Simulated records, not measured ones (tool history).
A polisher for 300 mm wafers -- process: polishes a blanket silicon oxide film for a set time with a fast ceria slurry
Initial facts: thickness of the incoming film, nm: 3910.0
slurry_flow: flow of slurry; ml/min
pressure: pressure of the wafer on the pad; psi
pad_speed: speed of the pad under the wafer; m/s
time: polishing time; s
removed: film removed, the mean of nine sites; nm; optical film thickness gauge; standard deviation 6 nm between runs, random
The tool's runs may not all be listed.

Run 1, hour 0.0: slurry_flow 260 ml/min, pressure 2.4 psi, pad_speed 0.88 m/s, time 56 s. Result: removed 716.82 nm.
Run 2, hour 3.1: slurry_flow 260 ml/min, pressure 2.4 psi, pad_speed 0.88 m/s, time 59 s. Result: removed 757.09 nm.
Run 3, hour 12.0: slurry_flow 260 ml/min, pressure 2.2 psi, pad_speed 0.88 m/s, time 59 s. Result: removed 706.19 nm.
Run 4, hour 16.0: slurry_flow 260 ml/min, pressure 2.2 psi, pad_speed 0.88 m/s, time 56 s. Result: removed 653.22 nm.
Run 5, hour 17.6: slurry_flow 225 ml/min, pressure 2.2 psi, pad_speed 0.88 m/s, time 56 s. Result: removed 654.63 nm.
Run 6, hour 18.3: slurry_flow 225 ml/min, pressure 2.2 psi, pad_speed 1.06 m/s, time 56 s. Result: removed 788.52 nm.
Run 7, hour 20.6: slurry_flow 225 ml/min, pressure 2.0 psi, pad_speed 1.06 m/s, time 56 s. Result: removed 742.42 nm.

Expected results for the next run?
Run 8, hour 22.5: slurry_flow 225 ml/min, pressure 1.8 psi, pad_speed 1.06 m/s, time 56 s. Result: removed ?.

removed: 695.91 nm
